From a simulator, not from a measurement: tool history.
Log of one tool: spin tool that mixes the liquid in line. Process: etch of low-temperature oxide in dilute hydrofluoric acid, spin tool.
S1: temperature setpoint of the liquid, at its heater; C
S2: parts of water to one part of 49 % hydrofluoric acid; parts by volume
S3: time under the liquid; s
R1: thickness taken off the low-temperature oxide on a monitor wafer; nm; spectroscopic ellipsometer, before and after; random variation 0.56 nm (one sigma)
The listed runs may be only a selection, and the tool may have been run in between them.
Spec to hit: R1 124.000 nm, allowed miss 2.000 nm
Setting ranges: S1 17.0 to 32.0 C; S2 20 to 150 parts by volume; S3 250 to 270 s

| run | hour | S1 | S2 | S3 | R1 |
|---|---|---|---|---|---|
| 1 | 0.0 | 24.0 | 85 | 250 | 67.336 |
| 2 | 8.9 | 24.0 | 85 | 250 | 66.840 |
| 3 | 16.4 | 24.0 | 85 | 270 | 72.824 |
| 4 | 17.7 | 24.0 | 70 | 270 | 90.357 |
| 5 | 21.9 | 25.5 | 70 | 270 | 94.828 |
| 6 | 29.6 | 26.0 | 70 | 270 | 96.786 |
| 7 | 34.1 | 26.5 | 70 | 270 | 99.876 |
| 8 | 37.0 | 27.0 | 70 | 270 | 100.260 |
| 9 | 37.9 | 27.5 | 70 | 270 | 103.570 |
| 10 | 41.2 | 28.0 | 70 | 270 | 105.080 |
| 11 | 45.7 | 28.5 | 70 | 270 | 108.010 |
| 12 | 50.7 | 29.0 | 70 | 270 | 109.280 |
| 13 | 58.7 | 29.5 | 70 | 270 | 111.380 |

Which one of the following 5 next-run settings gets every result inside its allowed miss? There is exactly one.
| A | 66.7 | 31.0 | 65 | 250 | ? |
| B | 66.7 | 24.0 | 50 | 250 | ? |
| C | 66.7 | 29.5 | 60 | 255 | ? |
| D | 66.7 | 30.0 | 65 | 260 | ? |
| E | 66.7 | 27.5 | 60 | 265 | ? |

| move | R1 |
|---|---|
| A | 118.570 |
| B | 119.020 |
| C | 124.510 |
| D | 118.640 |
| E | 119.570 |
A: nearer the targets than the last run, but a result is still out of spec
B: nearer the targets than the last run, but a result is still out of spec
C: all results in spec
D: nearer the targets than the last run, but a result is still out of spec
E: nearer the targets than the last run, but a result is still out of spec
Move C is the one to make.
